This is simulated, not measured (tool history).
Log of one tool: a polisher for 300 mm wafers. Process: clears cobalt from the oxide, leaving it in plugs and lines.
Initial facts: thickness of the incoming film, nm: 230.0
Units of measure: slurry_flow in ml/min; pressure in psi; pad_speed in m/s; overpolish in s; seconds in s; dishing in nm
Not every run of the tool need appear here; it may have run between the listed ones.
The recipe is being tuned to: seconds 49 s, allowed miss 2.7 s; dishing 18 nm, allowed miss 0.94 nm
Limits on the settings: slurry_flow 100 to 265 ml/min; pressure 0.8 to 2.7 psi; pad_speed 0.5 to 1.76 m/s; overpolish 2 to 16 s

| run | hour | slurry_flow | pressure | pad_speed | overpolish | seconds | dishing |
|---|---|---|---|---|---|---|---|
| 1 | 0 | 170 | 1.7 | 1.12 | 8 | 39.852 | 31.127 |
| 2 | 8.9 | 170 | 1.6 | 1.12 | 7 | 39.832 | 27.731 |
| 3 | 16.4 | 170 | 1.5 | 1.12 | 6 | 43.653 | 22.882 |
| 4 | 23.7 | 170 | 1.4 | 1.12 | 6 | 47.039 | 21.94 |
| 5 | 25.1 | 190 | 1.4 | 1.12 | 6 | 46.936 | 22.164 |
| 6 | 34.1 | 190 | 1.4 | 1.12 | 8 | 45.572 | 27.209 |
| 7 | 41.8 | 190 | 1.4 | 1.12 | 7 | 45.588 | 24.586 |
| 8 | 47.3 | 190 | 1.4 | 1.12 | 6 | 46.605 | 22.037 |

4 candidate next runs follow, results not yet known. Just one meets every target within its allowed miss. Identify it.
| A | 52.8 | 180 | 1 | 1.24 | 7 | ? | ? |
| B | 52.8 | 195 | 1.4 | 1.08 | 6 | ? | ? |
| C | 52.8 | 165 | 1.7 | 0.84 | 6 | ? | ? |
| D | 52.8 | 200 | 1.3 | 1.12 | 5 | ? | ? |

| move | seconds | dishing |
|---|---|---|
| A | 57.306 | 20.409 |
| B | 46.966 | 21.148 |
| C | 50.809 | 19.841 |
| D | 48.529 | 17.713 |
A: nearer than the last run, and not there yet
B: nearer than the last run, and not there yet
C: nearer than the last run, and not there yet
D: each result inside its tolerance
Correct choice: D, which meets every target
